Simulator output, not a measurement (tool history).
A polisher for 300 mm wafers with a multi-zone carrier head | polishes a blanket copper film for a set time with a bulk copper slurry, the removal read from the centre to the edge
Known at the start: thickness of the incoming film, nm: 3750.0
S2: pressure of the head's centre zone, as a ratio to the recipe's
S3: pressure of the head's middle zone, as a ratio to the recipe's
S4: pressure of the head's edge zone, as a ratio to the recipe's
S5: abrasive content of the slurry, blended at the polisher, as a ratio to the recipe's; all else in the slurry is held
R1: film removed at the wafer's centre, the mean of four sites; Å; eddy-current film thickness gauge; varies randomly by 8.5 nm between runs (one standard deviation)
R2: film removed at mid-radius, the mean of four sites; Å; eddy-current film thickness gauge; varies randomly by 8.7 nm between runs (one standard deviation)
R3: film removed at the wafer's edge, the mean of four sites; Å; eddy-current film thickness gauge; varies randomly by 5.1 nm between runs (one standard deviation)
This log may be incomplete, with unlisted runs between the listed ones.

{"run": 1, "hour": 0.0, "flow of slurry (ml/min)": 230, "S2": 1, "S3": 1, "S4": 1, "S5": 1, "polishing time (s)": 83, "R1": 12474, "R2": 12430, "R3": 12349}
{"run": 2, "hour": 2.0, "flow of slurry (ml/min)": 215, "S2": 0.97, "S3": 0.94, "S4": 1.01, "S5": 0.85, "polishing time (s)": 74, "R1": 10327, "R2": 9841.6, "R3": 10721}
{"run": 3, "hour": 5.3, "flow of slurry (ml/min)": 215, "S2": 0.97, "S3": 0.94, "S4": 1.09, "S5": 0.85, "polishing time (s)": 74, "R1": 10146, "R2": 9860.3, "R3": 11196}
{"run": 4, "hour": 13.6, "flow of slurry (ml/min)": 215, "S2": 0.92, "S3": 0.94, "S4": 1.09, "S5": 0.85, "polishing time (s)": 74, "R1": 9669.2, "R2": 9992.5, "R3": 11197}
{"run": 5, "hour": 16.4, "flow of slurry (ml/min)": 205, "S2": 0.91, "S3": 0.9, "S4": 1.05, "S5": 0.75, "polishing time (s)": 69, "R1": 8578.6, "R2": 8756.2, "R3": 9929.6}
{"run": 6, "hour": 23.3, "flow of slurry (ml/min)": 205, "S2": 0.91, "S3": 0.9, "S4": 1.1, "S5": 0.75, "polishing time (s)": 69, "R1": 8691.7, "R2": 8749, "R3": 10203}
{"run": 7, "hour": 28.1, "flow of slurry (ml/min)": 195, "S2": 0.91, "S3": 0.87, "S4": 1.07, "S5": 0.65, "polishing time (s)": 66, "R1": 7889.2, "R2": 7777.2, "R3": 9337.5}

Predict the results of run 8:
{"run": 8, "hour": 30.4, "flow of slurry (ml/min)": 190, "S2": 0.91, "S3": 0.85, "S4": 1.03, "S5": 0.6, "polishing time (s)": 66, "R1": "?", "R2": "?", "R3": "?"}

R1: 7899.3 Å
R2: 7552.6 Å
R3: 8956.3 Å
